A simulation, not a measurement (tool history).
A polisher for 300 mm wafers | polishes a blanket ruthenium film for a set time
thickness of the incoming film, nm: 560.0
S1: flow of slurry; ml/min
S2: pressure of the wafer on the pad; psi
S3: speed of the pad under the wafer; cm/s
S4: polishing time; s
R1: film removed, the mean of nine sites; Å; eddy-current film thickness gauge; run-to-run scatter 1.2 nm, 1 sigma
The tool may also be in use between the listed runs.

{"run": 1, "hour": 0.0, "S1": 290, "S2": 1.7, "S3": 96, "S4": 73, "R1": 738.53}
{"run": 2, "hour": 7.5, "S1": 290, "S2": 1.3, "S3": 96, "S4": 73, "R1": 558.66}
{"run": 3, "hour": 12.7, "S1": 290, "S2": 1.4, "S3": 96, "S4": 73, "R1": 602.19}
{"run": 4, "hour": 18.4, "S1": 220, "S2": 1.4, "S3": 96, "S4": 73, "R1": 592.88}
{"run": 5, "hour": 25.4, "S1": 220, "S2": 1.4, "S3": 96, "S4": 77, "R1": 616.04}
{"run": 6, "hour": 30.3, "S1": 175, "S2": 1.4, "S3": 96, "S4": 77, "R1": 602.83}
{"run": 7, "hour": 34.0, "S1": 175, "S2": 1.4, "S3": 96, "S4": 77, "R1": 601.85}
{"run": 8, "hour": 35.3, "S1": 180, "S2": 1.5, "S3": 96, "S4": 77, "R1": 647.27}
{"run": 9, "hour": 40.5, "S1": 180, "S2": 1.6, "S3": 96, "S4": 77, "R1": 690.96}

For run 10, what comes out?
{"run": 10, "hour": 41.2, "S1": 180, "S2": 1.7, "S3": 96, "S4": 77, "R1": "?"}

R1: 734.76 Å
